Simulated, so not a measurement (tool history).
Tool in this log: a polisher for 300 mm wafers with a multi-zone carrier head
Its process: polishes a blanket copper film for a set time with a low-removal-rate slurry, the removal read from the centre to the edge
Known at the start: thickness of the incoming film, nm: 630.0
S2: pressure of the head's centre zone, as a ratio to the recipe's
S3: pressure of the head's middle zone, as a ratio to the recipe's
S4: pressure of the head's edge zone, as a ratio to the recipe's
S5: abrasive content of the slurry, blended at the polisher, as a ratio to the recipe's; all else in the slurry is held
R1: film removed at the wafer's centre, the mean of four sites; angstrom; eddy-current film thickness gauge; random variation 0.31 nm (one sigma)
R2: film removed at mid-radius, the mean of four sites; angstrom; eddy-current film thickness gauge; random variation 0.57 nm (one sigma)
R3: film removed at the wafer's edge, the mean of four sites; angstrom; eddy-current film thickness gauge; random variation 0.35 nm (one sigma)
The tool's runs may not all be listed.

run 1 hour=0 | flow_of_slurry_(ml/min)=185 S2=1 S3=1 S4=1 S5=1 polishing_time_(s)=31 | R1=852.22 R2=846.35 R3=841.21
run 2 hour=7.1 | flow_of_slurry_(ml/min)=185 S2=1 S3=1.06 S4=1 S5=1 polishing_time_(s)=31 | R1=851.32 R2=861.03 R3=857.05
run 3 hour=12.1 | flow_of_slurry_(ml/min)=185 S2=1 S3=1.11 S4=1 S5=1 polishing_time_(s)=31 | R1=852.25 R2=894.36 R3=833.52
run 4 hour=19 | flow_of_slurry_(ml/min)=185 S2=1 S3=1.11 S4=1.06 S5=1 polishing_time_(s)=31 | R1=863 R2=918.43 R3=861.54
run 5 hour=22.6 | flow_of_slurry_(ml/min)=185 S2=1 S3=1.05 S4=1.06 S5=1 polishing_time_(s)=31 | R1=864.69 R2=874.83 R3=850.22
run 6 hour=27.7 | flow_of_slurry_(ml/min)=160 S2=1 S3=1.05 S4=1.06 S5=1 polishing_time_(s)=31 | R1=825.3 R2=852.2 R3=841.26

Forecast run 7:
run 7 hour=34.8 | flow_of_slurry_(ml/min)=210 S2=0.96 S3=0.95 S4=0.96 S5=0.75 polishing_time_(s)=22 | R1=? R2=? R3=?

Run 7 measured R1 573.67 angstrom, R2 559.46 angstrom, R3 570.32 angstrom.
